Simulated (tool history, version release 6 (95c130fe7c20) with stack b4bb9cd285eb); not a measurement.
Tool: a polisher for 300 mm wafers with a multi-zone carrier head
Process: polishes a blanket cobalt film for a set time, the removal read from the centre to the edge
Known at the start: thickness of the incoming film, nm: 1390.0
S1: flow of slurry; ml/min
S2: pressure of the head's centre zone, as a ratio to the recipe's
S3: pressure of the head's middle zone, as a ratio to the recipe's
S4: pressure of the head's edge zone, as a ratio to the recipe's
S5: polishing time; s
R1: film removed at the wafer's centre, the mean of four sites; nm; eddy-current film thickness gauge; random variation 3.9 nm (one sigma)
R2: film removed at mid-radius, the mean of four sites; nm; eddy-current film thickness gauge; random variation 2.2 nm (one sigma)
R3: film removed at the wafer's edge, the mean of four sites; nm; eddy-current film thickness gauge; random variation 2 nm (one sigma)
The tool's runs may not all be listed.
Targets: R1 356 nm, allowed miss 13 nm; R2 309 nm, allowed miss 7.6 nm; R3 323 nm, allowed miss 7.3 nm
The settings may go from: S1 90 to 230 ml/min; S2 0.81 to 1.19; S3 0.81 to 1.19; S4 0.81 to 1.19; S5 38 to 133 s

{"run": 1, "hour": 0.0, "S1": 150, "S2": 1, "S3": 1, "S4": 1, "S5": 85, "R1": 289.58, "R2": 295.88, "R3": 283.69}
{"run": 2, "hour": 6.4, "S1": 160, "S2": 1.01, "S3": 0.99, "S4": 1.02, "S5": 85, "R1": 296.41, "R2": 291.56, "R3": 282.55}
{"run": 3, "hour": 10.8, "S1": 180, "S2": 1.01, "S3": 0.99, "S4": 1.02, "S5": 85, "R1": 300.82, "R2": 299.73, "R3": 287.8}
{"run": 4, "hour": 12.6, "S1": 180, "S2": 1.01, "S3": 0.99, "S4": 1.02, "S5": 100, "R1": 351.99, "R2": 350.91, "R3": 338.68}
{"run": 5, "hour": 14.7, "S1": 175, "S2": 1.02, "S3": 0.98, "S4": 1.02, "S5": 100, "R1": 354.14, "R2": 352, "R3": 337.7}
{"run": 6, "hour": 19.2, "S1": 175, "S2": 1.02, "S3": 0.98, "S4": 1.09, "S5": 100, "R1": 361.05, "R2": 348.62, "R3": 347.7}
{"run": 7, "hour": 25.2, "S1": 170, "S2": 1.03, "S3": 0.97, "S4": 1.08, "S5": 100, "R1": 354.66, "R2": 343.69, "R3": 346.43}
{"run": 8, "hour": 28.1, "S1": 165, "S2": 1.04, "S3": 0.96, "S4": 1.07, "S5": 100, "R1": 358.04, "R2": 338.88, "R3": 339.88}
{"run": 9, "hour": 35.6, "S1": 125, "S2": 1.08, "S3": 0.9, "S4": 1.06, "S5": 100, "R1": 355.6, "R2": 310.52, "R3": 333.02}

5 next moves are on the table. One of them brings every result within its allowed miss. Which?
{"run": "A", "hour": 43.1, "S1": 150, "S2": 1.09, "S3": 0.95, "S4": 1.05, "S5": 89, "R1": "?", "R2": "?", "R3": "?"}
{"run": "B", "hour": 43.1, "S1": 140, "S2": 1.17, "S3": 0.92, "S4": 0.94, "S5": 97, "R1": "?", "R2": "?", "R3": "?"}
{"run": "C", "hour": 43.1, "S1": 115, "S2": 1.04, "S3": 0.94, "S4": 1.06, "S5": 99, "R1": "?", "R2": "?", "R3": "?"}
{"run": "D", "hour": 43.1, "S1": 150, "S2": 1.08, "S3": 0.95, "S4": 1.07, "S5": 90, "R1": "?", "R2": "?", "R3": "?"}
{"run": "E", "hour": 43.1, "S1": 155, "S2": 1.11, "S3": 0.94, "S4": 1.08, "S5": 94, "R1": "?", "R2": "?", "R3": "?"}

move=A R1=328.52 R2=298.31 R3=301.89
move=B R1=380.42 R2=313.53 R3=311.11
move=C R1=334.27 R2=317.11 R3=328.63
move=D R1=329.14 R2=301.67 R3=307.98
move=E R1=355.09 R2=313.6 R3=324.12
A: takes the result that was furthest off past its target
B: takes the result that was furthest off past its target
C: brings the result that was furthest off to its target, and leaves another outside
D: takes the result that was furthest off past its target
E: meets every target
Move E is the one to make.
